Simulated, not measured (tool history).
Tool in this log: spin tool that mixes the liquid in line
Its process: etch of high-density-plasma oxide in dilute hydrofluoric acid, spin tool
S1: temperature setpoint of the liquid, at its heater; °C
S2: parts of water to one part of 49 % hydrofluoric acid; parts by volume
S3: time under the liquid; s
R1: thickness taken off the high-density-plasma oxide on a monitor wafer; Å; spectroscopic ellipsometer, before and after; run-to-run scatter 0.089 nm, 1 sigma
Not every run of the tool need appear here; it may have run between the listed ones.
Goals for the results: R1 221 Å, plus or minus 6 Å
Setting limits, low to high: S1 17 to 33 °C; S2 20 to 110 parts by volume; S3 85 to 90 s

| run | hour | S1 | S2 | S3 | R1 |
|---|---|---|---|---|---|
| 1 | 0 | 25 | 60 | 85 | 96.028 |
| 2 | 6 | 27 | 50 | 85 | 126.73 |
| 3 | 11.8 | 28.5 | 45 | 85 | 149.59 |
| 4 | 20.2 | 28.5 | 65 | 85 | 101.1 |
| 5 | 27.5 | 28.5 | 65 | 85 | 101.92 |
| 6 | 34.7 | 28.5 | 75 | 85 | 86.247 |
| 7 | 42.1 | 29.5 | 65 | 85 | 105.76 |
| 8 | 44.5 | 30.5 | 55 | 85 | 130.25 |
| 9 | 49.1 | 31 | 50 | 85 | 148.56 |
| 10 | 54.6 | 31.5 | 45 | 85 | 169.02 |
| 11 | 61.8 | 32 | 40 | 85 | 194.43 |
| 12 | 66.1 | 32.5 | 35 | 85 | 230.83 |

Which single option among these 4 for the next run brings every result within its allowed miss of target? Just one does.
| A | 70.4 | 32.5 | 35 | 90 | ? |
| B | 70.4 | 30 | 35 | 90 | ? |
| C | 70.4 | 31.5 | 35 | 90 | ? |
| D | 70.4 | 33 | 35 | 85 | ? |

| move | R1 |
|---|---|
| A | 243.93 |
| B | 221.02 |
| C | 234.55 |
| D | 234.92 |
A: the biggest miss grows against the last run
B: in spec on every target
C: the biggest miss grows against the last run
D: the biggest miss grows against the last run
B is the move that brings every result within its allowed miss.

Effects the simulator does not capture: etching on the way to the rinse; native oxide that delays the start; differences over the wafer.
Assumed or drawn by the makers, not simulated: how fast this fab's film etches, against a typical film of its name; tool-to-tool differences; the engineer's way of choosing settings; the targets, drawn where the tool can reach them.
